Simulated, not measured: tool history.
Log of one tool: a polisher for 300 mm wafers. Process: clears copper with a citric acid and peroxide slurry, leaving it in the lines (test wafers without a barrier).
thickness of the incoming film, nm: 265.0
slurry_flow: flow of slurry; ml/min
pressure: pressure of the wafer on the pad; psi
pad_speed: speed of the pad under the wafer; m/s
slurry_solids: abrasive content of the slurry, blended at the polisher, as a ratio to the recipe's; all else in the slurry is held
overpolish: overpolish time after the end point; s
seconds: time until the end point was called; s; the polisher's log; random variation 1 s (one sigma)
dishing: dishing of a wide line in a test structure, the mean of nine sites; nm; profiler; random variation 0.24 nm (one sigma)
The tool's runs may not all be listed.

run	hour	slurry_flow	pressure	pad_speed	slurry_solids	overpolish	seconds	dishing
1	0.0	255	3.3	1.34	1.00	17	99.509	31.618
2	1.9	255	3.3	1.34	1.15	17	99.419	31.606
3	8.7	255	3.3	1.34	1.30	17	91.181	32.355
4	17.3	230	3.3	1.34	1.30	17	94.546	31.911
5	25.4	230	3.3	1.34	1.30	13	94.926	25.293
6	32.2	265	3.3	1.38	1.35	11	90.088	22.706
7	35.2	290	3.3	1.46	1.40	10	82.771	22.113
8	41.9	310	3.2	1.58	1.40	9	78.191	21.228
9	50.4	330	3.1	1.68	1.40	8	73.573	19.477
10	57.7	345	3.1	1.76	1.40	7	69.778	18.012
11	62.8	355	3.2	1.80	1.35	7	70.368	18.815

Forecast run 12:
12	64.5	365	3.2	1.86	1.40	7	?	?

Run 12 gave seconds 68.030 s, dishing 19.761 nm.

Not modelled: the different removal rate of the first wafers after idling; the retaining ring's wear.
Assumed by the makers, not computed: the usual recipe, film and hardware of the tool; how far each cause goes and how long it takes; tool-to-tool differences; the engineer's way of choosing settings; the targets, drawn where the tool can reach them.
